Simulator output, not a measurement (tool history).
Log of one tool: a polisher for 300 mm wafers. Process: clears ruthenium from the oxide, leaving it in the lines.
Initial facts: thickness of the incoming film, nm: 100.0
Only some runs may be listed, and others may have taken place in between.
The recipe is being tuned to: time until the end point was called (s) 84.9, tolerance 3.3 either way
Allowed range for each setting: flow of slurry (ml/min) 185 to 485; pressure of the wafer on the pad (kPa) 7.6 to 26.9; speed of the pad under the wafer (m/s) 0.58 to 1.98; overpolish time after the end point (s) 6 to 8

run  hour  flow of slurry (ml/min)  pressure of the wafer on the pad (kPa)  speed of the pad under the wafer (m/s)  overpolish time after the end point (s)  time until the end point was called (s)
  1     0                      310                                    17.2                                    1.28                                        8                                   47.132
  2   6.9                      310                                    19.3                                    1.28                                        8                                   42.269
  3  15.6                      310                                    15.9                                    1.26                                        8                                   49.858
  4  23.8                      310                                    13.8                                     1.2                                        8                                   54.315
  5  32.1                      310                                    13.8                                     1.2                                        6                                   55.129
  6  40.6                      310                                    13.8                                     1.2                                        6                                   55.932
  7    43                      310                                    12.4                                    1.12                                        6                                   62.346
  8  47.8                      310                                      11                                    1.08                                        6                                    68.56
  9  49.9                      310                                    10.3                                    1.06                                        6                                   70.885

4 candidate next runs follow, results not yet known. Just one meets every target within its allowed miss. Identify it.
  A    52                      315                                     7.6                                    0.92                                        6                                        ?
  B    52                      300                                     8.3                                    0.88                                        6                                        ?
  C    52                      375                                     9.7                                     0.9                                        6                                        ?
  D    52                      220                                     8.3                                    0.94                                        6                                        ?

move  time until the end point was called (s)
   A                                   91.475
   B                                   92.219
   C                                   82.885
   D                                   90.364
A: takes the result that was furthest off past its target
B: takes the result that was furthest off past its target
C: hits every target within its allowed miss
D: takes the result that was furthest off past its target
The right move is C.

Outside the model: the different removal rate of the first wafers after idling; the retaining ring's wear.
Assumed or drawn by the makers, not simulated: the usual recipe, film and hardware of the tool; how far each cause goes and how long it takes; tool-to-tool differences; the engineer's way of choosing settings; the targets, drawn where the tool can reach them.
